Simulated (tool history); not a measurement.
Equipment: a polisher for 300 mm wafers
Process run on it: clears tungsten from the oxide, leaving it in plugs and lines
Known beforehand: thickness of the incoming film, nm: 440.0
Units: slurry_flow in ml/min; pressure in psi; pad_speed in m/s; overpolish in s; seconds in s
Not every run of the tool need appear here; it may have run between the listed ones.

run 1 hour=0.0 | slurry_flow=215 pressure=3.5 pad_speed=0.92 slurry_solids=1.0 overpolish=47 | seconds=135.31
run 2 hour=4.7 | slurry_flow=215 pressure=3.2 pad_speed=0.92 slurry_solids=1.0 overpolish=47 | seconds=143.99
run 3 hour=11.7 | slurry_flow=215 pressure=2.9 pad_speed=0.92 slurry_solids=1.0 overpolish=47 | seconds=157.46
run 4 hour=15.0 | slurry_flow=215 pressure=2.9 pad_speed=0.92 slurry_solids=1.0 overpolish=47 | seconds=159.63
run 5 hour=17.2 | slurry_flow=215 pressure=2.7 pad_speed=0.92 slurry_solids=1.0 overpolish=47 | seconds=167.37
run 6 hour=22.6 | slurry_flow=215 pressure=2.6 pad_speed=0.92 slurry_solids=1.0 overpolish=47 | seconds=175.00

The next listed run, before its measurement:
run 7 hour=25.7 | slurry_flow=215 pressure=2.5 pad_speed=0.92 slurry_solids=1.0 overpolish=47 | seconds=?

seconds: 181.60 s
